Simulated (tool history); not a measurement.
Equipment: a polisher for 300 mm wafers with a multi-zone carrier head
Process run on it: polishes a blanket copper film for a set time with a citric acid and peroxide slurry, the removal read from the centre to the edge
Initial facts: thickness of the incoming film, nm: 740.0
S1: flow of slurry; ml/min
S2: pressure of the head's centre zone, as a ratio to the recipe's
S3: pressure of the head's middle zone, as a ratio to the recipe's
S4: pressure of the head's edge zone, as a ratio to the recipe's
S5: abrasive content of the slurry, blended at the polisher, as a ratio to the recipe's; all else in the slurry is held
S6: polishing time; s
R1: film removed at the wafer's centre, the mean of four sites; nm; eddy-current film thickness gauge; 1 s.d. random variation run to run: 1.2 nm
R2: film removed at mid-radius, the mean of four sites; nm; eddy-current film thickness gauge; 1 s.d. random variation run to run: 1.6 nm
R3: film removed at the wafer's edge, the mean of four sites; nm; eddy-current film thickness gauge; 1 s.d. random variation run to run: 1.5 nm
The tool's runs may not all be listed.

run    day   S1    S2    S3    S4    S5  S6       R1       R2       R3
  1  0.000  195  1.00  1.00  1.00  1.00  37   89.618   92.597   93.144
  2  0.112  200  1.02  0.99  1.03  1.10  38   97.097   97.193  100.460
  3  0.371  200  1.02  1.03  1.03  1.10  38   98.027   98.939  100.610
  4  0.508  205  1.04  1.02  1.06  1.20  38  103.110  101.120  106.410
  5  0.538  210  1.06  1.02  1.08  1.25  38  105.770  103.710  105.640
  6  0.850  205  1.07  0.99  1.10  1.30  39  110.330  103.910  111.750
  7  0.896  210  1.08  0.98  1.12  1.35  39  113.010  105.150  118.130
  8  0.938  220  1.10  0.98  1.13  1.35  39  116.630  106.300  113.530

Forecast run 9:
  9  1.179  220  1.10  0.97  1.14  1.40  40   ?   ?   ?

{"run 9": {"R1": 119.04, "R2": 108.05, "R3": 119.55}}
